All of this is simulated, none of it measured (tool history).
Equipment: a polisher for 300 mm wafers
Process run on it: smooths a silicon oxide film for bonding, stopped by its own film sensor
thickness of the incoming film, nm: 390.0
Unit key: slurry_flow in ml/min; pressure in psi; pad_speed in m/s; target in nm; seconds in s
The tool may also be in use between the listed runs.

run	hour	slurry_flow	pressure	pad_speed	slurry_solids	target	seconds
1	0.0	255	1.8	0.82	1.00	345	75.697
2	8.1	310	1.8	0.82	1.00	345	73.607
3	9.0	310	1.6	0.80	1.00	345	81.512
4	12.4	310	1.6	0.80	1.00	343	88.527
5	18.9	270	1.6	0.80	1.00	343	89.742
6	26.8	270	1.6	0.80	0.85	343	97.980
7	28.2	270	1.5	0.80	0.85	343	102.280
8	35.9	270	1.4	0.80	0.85	343	111.870
9	36.7	270	1.3	0.80	0.85	343	120.890

Forecast run 10:
10	38.9	270	1.2	0.80	0.85	343	?

seconds: 126.380 s

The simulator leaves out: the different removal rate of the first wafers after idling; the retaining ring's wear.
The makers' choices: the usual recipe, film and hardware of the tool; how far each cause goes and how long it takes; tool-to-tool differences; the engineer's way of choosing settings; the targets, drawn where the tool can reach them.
